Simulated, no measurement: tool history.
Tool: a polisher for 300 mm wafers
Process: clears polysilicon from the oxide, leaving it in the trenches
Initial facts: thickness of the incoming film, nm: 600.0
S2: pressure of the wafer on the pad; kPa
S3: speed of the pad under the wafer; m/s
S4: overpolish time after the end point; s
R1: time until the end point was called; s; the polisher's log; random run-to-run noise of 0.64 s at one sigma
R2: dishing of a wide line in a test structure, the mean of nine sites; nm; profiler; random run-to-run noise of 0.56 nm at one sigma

Run 1, day 0: flow of slurry (ml/min) 210, S2 23.4 kPa, S3 1.08 m/s, S4 11 s. Result: R1 43.984 s, R2 47.711 nm.
Run 2, day 0.192: flow of slurry (ml/min) 210, S2 23.4 kPa, S3 1.26 m/s, S4 11 s. Result: R1 37.641 s, R2 49.208 nm.
Run 3, day 0.283: flow of slurry (ml/min) 210, S2 26.9 kPa, S3 1.26 m/s, S4 11 s. Result: R1 34.626 s, R2 49.149 nm.
Run 4, day 0.542: flow of slurry (ml/min) 160, S2 26.9 kPa, S3 1.26 m/s, S4 11 s. Result: R1 35.956 s, R2 49.896 nm.
Run 5, day 0.762: flow of slurry (ml/min) 160, S2 22.8 kPa, S3 1.24 m/s, S4 9 s. Result: R1 40.359 s, R2 47.267 nm.
Run 6, day 1.042: flow of slurry (ml/min) 195, S2 22.8 kPa, S3 1.24 m/s, S4 9 s. Result: R1 39.722 s, R2 48.766 nm.
Run 7, day 1.075: flow of slurry (ml/min) 195, S2 22.8 kPa, S3 1.24 m/s, S4 9 s. Result: R1 39.351 s, R2 47.447 nm.
Run 8, day 1.217: flow of slurry (ml/min) 190, S2 15.9 kPa, S3 1.22 m/s, S4 5 s. Result: R1 49.303 s, R2 36.023 nm.

Run 9 is up next; what results do you expect?
Run 9, day 1.283: flow of slurry (ml/min) 185, S2 15.2 kPa, S3 1.2 m/s, S4 7 s. Result: R1 ?, R2 ?.

{"run 9": {"R1": 49.838, "R2": 41.061}}
